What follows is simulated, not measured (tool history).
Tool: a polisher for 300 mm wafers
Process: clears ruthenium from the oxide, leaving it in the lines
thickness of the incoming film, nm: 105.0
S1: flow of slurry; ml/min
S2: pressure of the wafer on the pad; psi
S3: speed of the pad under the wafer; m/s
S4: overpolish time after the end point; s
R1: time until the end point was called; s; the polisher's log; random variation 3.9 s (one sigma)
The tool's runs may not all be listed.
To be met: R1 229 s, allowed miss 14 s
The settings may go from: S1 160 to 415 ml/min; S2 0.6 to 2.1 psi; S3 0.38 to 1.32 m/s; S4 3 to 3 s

run	hour	S1	S2	S3	S4	R1
1	0	265	1.3	0.84	3	156.33
2	4.5	265	1.6	0.84	3	136.03
3	12.4	265	1.5	0.82	3	145.53
4	14.4	265	1.5	0.82	3	147.7
5	19.9	265	1.4	0.82	3	150.11
6	28.2	265	1.3	0.8	3	162.72
7	36.6	265	1.2	0.8	3	171.84
8	44.5	265	1.2	0.8	3	172.43
9	45.8	265	0.9	0.76	3	211.49

4 next moves are on the table. One of them brings every result within its allowed miss. Which?
A	47.1	165	1.1	0.8	3	?
B	47.1	280	1.1	0.54	3	?
C	47.1	210	0.9	0.9	3	?
D	47.1	160	1.4	0.64	3	?

move	R1
A	185.18
B	223.71
C	190.22
D	180.92
A: further off than the last run
B: meets every target
C: further off than the last run
D: further off than the last run
Answer: B
